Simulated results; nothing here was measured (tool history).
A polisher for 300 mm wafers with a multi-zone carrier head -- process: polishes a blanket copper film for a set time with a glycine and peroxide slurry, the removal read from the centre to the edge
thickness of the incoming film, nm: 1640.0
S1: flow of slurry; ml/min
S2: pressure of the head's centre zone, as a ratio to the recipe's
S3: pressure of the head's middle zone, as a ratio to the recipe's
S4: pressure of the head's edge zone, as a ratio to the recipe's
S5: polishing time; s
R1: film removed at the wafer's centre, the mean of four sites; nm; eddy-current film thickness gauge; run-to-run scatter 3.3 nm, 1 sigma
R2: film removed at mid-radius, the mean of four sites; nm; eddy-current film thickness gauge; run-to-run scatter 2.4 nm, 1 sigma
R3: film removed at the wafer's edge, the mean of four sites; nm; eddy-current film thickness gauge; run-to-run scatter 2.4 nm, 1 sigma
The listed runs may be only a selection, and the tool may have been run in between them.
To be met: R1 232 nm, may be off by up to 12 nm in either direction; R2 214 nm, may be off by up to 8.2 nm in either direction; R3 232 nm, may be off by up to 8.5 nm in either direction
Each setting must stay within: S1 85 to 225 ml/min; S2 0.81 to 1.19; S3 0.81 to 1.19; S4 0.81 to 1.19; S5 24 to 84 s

run	day	S1	S2	S3	S4	S5	R1	R2	R3
1	0	145	1	1	1	54	266.56	262.13	258.99
2	0.171	145	1	1	1.07	54	272.8	269.99	271.47
3	0.321	175	1	1	1.07	54	272.57	271.9	274.25
4	0.542	175	1	1.05	1.07	54	278.44	281.5	275.61
5	0.608	175	1.08	1.05	1.07	54	303.79	284.82	276.73
6	0.638	170	1.05	0.99	1.04	52	281.59	264.4	259.82
7	0.921	160	1.03	0.94	1.04	51	263.85	245.17	255.38
8	1.112	155	1.02	0.91	1.02	50	255.32	238.58	246.05
9	1.304	115	1	0.82	1.04	48	224.68	197.1	226.26
10	1.333	120	1	0.84	1.04	48	226.12	209.25	232.28

Next run, 5 choices. One meets every target within its allowed miss, the rest don't. Which?
A	1.362	145	0.91	0.89	1.02	47	?	?	?
B	1.362	115	1.05	0.82	1.01	52	?	?	?
C	1.362	130	0.98	0.81	0.93	50	?	?	?
D	1.362	140	0.92	0.81	1.11	47	?	?	?
E	1.362	145	0.95	0.93	1.13	48	?	?	?

move	R1	R2	R3
A	212.58	217.76	232.76
B	255.83	217.53	247.14
C	237.25	213.93	233.24
D	213.1	204.35	241.72
E	226.78	228.38	250.11
A: puts the biggest miss on target and leaves a different result outside tolerance
B: puts the biggest miss on target and leaves a different result outside tolerance
C: in spec on every target
D: its largest miss is bigger than the last run's
E: the result that was furthest off in the last run now lies on the other side of its target
Go with C: it meets all targets.
